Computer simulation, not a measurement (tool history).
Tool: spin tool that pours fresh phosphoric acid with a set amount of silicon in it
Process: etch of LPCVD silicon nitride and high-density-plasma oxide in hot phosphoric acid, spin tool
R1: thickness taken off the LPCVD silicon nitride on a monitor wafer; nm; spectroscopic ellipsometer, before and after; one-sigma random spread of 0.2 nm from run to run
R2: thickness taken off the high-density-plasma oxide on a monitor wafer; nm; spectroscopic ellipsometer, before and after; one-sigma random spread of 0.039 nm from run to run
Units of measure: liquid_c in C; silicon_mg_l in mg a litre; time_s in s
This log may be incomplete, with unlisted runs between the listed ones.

run 1 hour=0.0 | liquid_c=160.0 silicon_mg_l=8.0 time_s=180 | R1=17.554 R2=0.65467
run 2 hour=0.7 | liquid_c=160.0 silicon_mg_l=8.0 time_s=240 | R1=23.606 R2=0.84064
run 3 hour=5.4 | liquid_c=160.5 silicon_mg_l=7.0 time_s=240 | R1=23.477 R2=0.95284
run 4 hour=13.1 | liquid_c=161.0 silicon_mg_l=7.5 time_s=245 | R1=24.545 R2=0.94196
run 5 hour=19.9 | liquid_c=161.5 silicon_mg_l=7.0 time_s=245 | R1=25.183 R2=0.96712
run 6 hour=25.3 | liquid_c=161.5 silicon_mg_l=7.0 time_s=215 | R1=21.762 R2=0.82789
run 7 hour=34.1 | liquid_c=162.0 silicon_mg_l=6.0 time_s=220 | R1=22.746 R2=0.93462
run 8 hour=41.2 | liquid_c=162.0 silicon_mg_l=6.0 time_s=220 | R1=23.116 R2=0.97368

Run 9, settings as shown, results not yet in. Your forecast:
run 9 hour=48.9 | liquid_c=162.5 silicon_mg_l=6.0 time_s=220 | R1=? R2=?

Run 9 yielded R1 23.365 nm, R2 0.97285 nm.

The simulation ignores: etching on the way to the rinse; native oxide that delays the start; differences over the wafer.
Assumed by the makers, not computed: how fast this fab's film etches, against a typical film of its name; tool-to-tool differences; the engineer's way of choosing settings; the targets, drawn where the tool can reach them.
